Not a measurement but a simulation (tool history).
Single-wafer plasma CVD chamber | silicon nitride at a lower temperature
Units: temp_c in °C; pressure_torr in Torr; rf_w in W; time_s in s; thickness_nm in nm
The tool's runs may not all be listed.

Run 1, hour 0.0: temp_c 335 °C, pressure_torr 1.77 Torr, rf_w 335 W, time_s 39.8 s. Result: thickness_nm 50.972 nm.
Run 2, hour 8.9: temp_c 335 °C, pressure_torr 1.77 Torr, rf_w 335 W, time_s 41.1 s. Result: thickness_nm 52.694 nm.
Run 3, hour 17.6: temp_c 335 °C, pressure_torr 1.54 Torr, rf_w 335 W, time_s 41.1 s. Result: thickness_nm 50.752 nm.
Run 4, hour 23.8: temp_c 335 °C, pressure_torr 1.67 Torr, rf_w 335 W, time_s 41.1 s. Result: thickness_nm 51.837 nm.
Run 5, hour 30.4: temp_c 335 °C, pressure_torr 1.67 Torr, rf_w 380 W, time_s 41.1 s. Result: thickness_nm 56.838 nm.
Run 6, hour 37.0: temp_c 340 °C, pressure_torr 1.67 Torr, rf_w 380 W, time_s 41.1 s. Result: thickness_nm 57.282 nm.
Run 7, hour 38.7: temp_c 340 °C, pressure_torr 1.67 Torr, rf_w 380 W, time_s 41.1 s. Result: thickness_nm 56.800 nm.
Run 8, hour 45.6: temp_c 340 °C, pressure_torr 1.71 Torr, rf_w 380 W, time_s 41.1 s. Result: thickness_nm 57.400 nm.
Run 9, hour 49.9: temp_c 340 °C, pressure_torr 1.75 Torr, rf_w 380 W, time_s 41.1 s. Result: thickness_nm 57.620 nm.

Forecast run 10:
Run 10, hour 54.7: temp_c 340 °C, pressure_torr 1.78 Torr, rf_w 380 W, time_s 41.1 s. Result: thickness_nm ?.

Run 10 gave thickness_nm 57.587 nm.
